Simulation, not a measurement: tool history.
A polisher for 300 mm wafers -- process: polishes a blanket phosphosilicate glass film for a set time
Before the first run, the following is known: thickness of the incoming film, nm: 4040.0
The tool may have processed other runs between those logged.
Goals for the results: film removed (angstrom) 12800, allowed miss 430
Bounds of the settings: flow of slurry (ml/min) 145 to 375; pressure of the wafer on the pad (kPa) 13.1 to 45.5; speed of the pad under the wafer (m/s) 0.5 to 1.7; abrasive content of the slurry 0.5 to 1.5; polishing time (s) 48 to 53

run,day,flow of slurry (ml/min),pressure of the wafer on the pad (kPa),speed of the pad under the wafer (m/s),abrasive content of the slurry,polishing time (s),film removed (angstrom)
1,0,240,29,1.1,1,53,6249.9
2,0.329,240,34.5,1.16,1,53,7606.7
3,0.483,245,38.6,1.26,1,53,9287.2
4,0.708,245,38.6,1.26,0.9,53,8859.8
5,1.012,245,40.7,1.34,0.9,53,9742.8
6,1.183,250,42.1,1.4,0.9,53,10363
7,1.267,250,43.4,1.46,0.9,53,10876
8,1.521,250,44.1,1.54,0.9,53,11803

5 next moves are on the table. One of them brings every result within its allowed miss. Which?
A,1.775,255,39.3,1.66,0.95,50,?
B,1.775,200,45.5,1.48,0.9,53,?
C,1.775,220,45.5,1.7,0.7,51,?
D,1.775,150,42.1,1.64,1,51,?
E,1.775,240,45.5,1.62,1,51,?

move,film removed (angstrom)
A,10762
B,11371
C,10802
D,11094
E,12654
A: moves away from the targets compared with the last run
B: moves away from the targets compared with the last run
C: moves away from the targets compared with the last run
D: moves away from the targets compared with the last run
E: all results in spec
The right move is E.
